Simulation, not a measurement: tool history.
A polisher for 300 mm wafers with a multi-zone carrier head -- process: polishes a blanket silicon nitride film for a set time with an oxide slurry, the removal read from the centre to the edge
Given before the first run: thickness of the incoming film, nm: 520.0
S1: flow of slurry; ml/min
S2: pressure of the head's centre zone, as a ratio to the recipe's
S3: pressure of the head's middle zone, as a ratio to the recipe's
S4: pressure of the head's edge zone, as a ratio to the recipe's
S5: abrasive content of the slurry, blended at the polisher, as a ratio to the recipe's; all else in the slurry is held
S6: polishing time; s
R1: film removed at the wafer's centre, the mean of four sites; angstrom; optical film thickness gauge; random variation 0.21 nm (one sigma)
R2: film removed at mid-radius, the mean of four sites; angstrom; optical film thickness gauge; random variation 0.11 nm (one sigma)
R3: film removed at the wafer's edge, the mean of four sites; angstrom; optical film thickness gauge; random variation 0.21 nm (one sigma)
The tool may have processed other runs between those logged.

| run | hour | S1 | S2 | S3 | S4 | S5 | S6 | R1 | R2 | R3 |
|---|---|---|---|---|---|---|---|---|---|---|
| 1 | 0.0 | 285 | 1.00 | 1.00 | 1.00 | 1.00 | 31 | 294.25 | 307.16 | 296.76 |
| 2 | 3.0 | 285 | 0.94 | 1.00 | 1.00 | 1.00 | 31 | 273.53 | 304.56 | 300.43 |
| 3 | 5.4 | 220 | 0.94 | 1.00 | 1.00 | 1.00 | 31 | 275.84 | 296.52 | 295.17 |
| 4 | 12.3 | 265 | 0.94 | 1.00 | 1.00 | 1.00 | 31 | 278.45 | 304.11 | 301.60 |
| 5 | 15.9 | 265 | 0.94 | 1.04 | 1.00 | 1.00 | 31 | 271.44 | 309.28 | 294.96 |
| 6 | 19.1 | 250 | 0.94 | 1.00 | 0.98 | 0.85 | 28 | 231.75 | 253.14 | 245.47 |
| 7 | 21.3 | 230 | 0.87 | 0.90 | 0.91 | 0.60 | 23 | 140.23 | 155.91 | 157.48 |
| 8 | 30.2 | 310 | 0.97 | 0.89 | 1.01 | 0.60 | 23 | 161.20 | 159.37 | 168.31 |

The next listed run, before its measurement:
| 9 | 39.0 | 310 | 0.97 | 0.90 | 1.02 | 0.60 | 23 | ? | ? | ? |

R1: 162.43 angstrom
R2: 161.20 angstrom
R3: 172.28 angstrom
